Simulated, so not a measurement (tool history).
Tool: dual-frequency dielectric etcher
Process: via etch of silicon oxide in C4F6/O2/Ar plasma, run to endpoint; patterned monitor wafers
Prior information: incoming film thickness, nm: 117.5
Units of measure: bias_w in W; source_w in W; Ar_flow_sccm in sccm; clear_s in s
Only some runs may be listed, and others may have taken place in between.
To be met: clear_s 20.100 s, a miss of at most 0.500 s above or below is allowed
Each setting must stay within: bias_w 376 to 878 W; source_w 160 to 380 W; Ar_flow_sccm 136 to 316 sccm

run	day	bias_w	source_w	Ar_flow_sccm	clear_s
1	0.000	627	270	226	24.707
2	0.129	627	270	255	24.980
3	0.371	649	280	254	23.918
4	0.558	580	280	254	25.781
5	0.775	514	280	254	27.688
6	1.008	543	280	254	26.773
7	1.175	570	280	254	26.188
8	1.471	696	340	240	20.668
9	1.683	699	340	240	20.324

4 next moves are on the table. One of them brings every result within its allowed miss. Which?
A	1.896	680	330	237	?
B	1.896	716	300	234	?
C	1.896	699	360	251	?
D	1.896	747	370	243	?

move	clear_s
A	21.403
B	21.776
C	20.261
D	19.175
A: lands further from the targets than the last run did
B: lands further from the targets than the last run did
C: meets every target
D: pushes the last run's worst result past its target
The right move is C.
